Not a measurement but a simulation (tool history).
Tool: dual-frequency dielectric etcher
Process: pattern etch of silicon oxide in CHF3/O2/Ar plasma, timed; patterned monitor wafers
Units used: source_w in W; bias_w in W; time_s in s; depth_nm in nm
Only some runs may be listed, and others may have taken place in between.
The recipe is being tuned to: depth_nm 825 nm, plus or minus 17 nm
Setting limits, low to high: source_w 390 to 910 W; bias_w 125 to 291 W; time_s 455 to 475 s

run	day	source_w	bias_w	time_s	depth_nm
1	0	650	208	455	1017.3
2	0.046	620	202	455	988.05
3	0.167	590	198	455	963.46
4	0.217	590	198	455	962.99
5	0.346	660	198	455	1011.7
6	0.675	630	195	455	987.29
7	0.754	600	192	455	968.82
8	1.112	570	188	455	938.72
9	1.138	570	188	455	935.58
# day 1.358: bias power generator calibrated
10	1.358	550	187	455	914.44
11	1.433	530	186	455	896.08
12	1.538	520	185	455	893.13
13	1.875	390	171	455	753.62
14	2.146	490	174	455	849.48

Which one of the following 5 next-run settings gets every result inside its allowed miss? There is exactly one.
A	2.417	540	174	455	?
B	2.417	450	164	470	?
C	2.417	500	191	458.5	?
D	2.417	540	204	461	?
E	2.417	520	180	464.5	?

move	depth_nm
A	892.74
B	833
C	886.28
D	939.12
E	902.19
A: further off than the last run
B: every result within its allowed miss
C: further off than the last run
D: further off than the last run
E: further off than the last run
Move B is the one to make.
